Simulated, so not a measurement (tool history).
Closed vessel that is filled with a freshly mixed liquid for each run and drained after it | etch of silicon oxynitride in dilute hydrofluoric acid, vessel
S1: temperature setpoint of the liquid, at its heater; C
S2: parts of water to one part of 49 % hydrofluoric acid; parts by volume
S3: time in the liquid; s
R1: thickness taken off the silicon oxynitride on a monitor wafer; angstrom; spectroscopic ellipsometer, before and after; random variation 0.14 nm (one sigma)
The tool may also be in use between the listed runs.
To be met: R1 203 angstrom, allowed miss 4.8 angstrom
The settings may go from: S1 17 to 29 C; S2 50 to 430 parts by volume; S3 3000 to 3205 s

run,hour,S1,S2,S3,R1
1,0,21,240,3000,230.75
2,9.3,21,240,3000,232.92
3,13.5,21,240,3000,229.72
4,16.6,20,240,3000,221.28
5,20.2,17,240,3000,192.64
6,29.5,17,240,3000,192.5
# hour 37.1: thermometer replaced
7,37.1,17.5,240,3000,221.78
8,45.3,17.5,245,3000,213.93
9,50.7,17.5,250,3000,211.08

4 next moves are on the table. One of them brings every result within its allowed miss. Which?
A,56.1,17,260,3000,?
B,56.1,18,260,3000,?
C,56.1,17,285,3190,?
D,56.1,17,245,3000,?

move,R1
A,196.25
B,205.57
C,187.75
D,210.03
A: takes the result that was furthest off past its target
B: meets every target
C: takes the result that was furthest off past its target
D: nearer than the last run, and not there yet
Move B is the one to make.
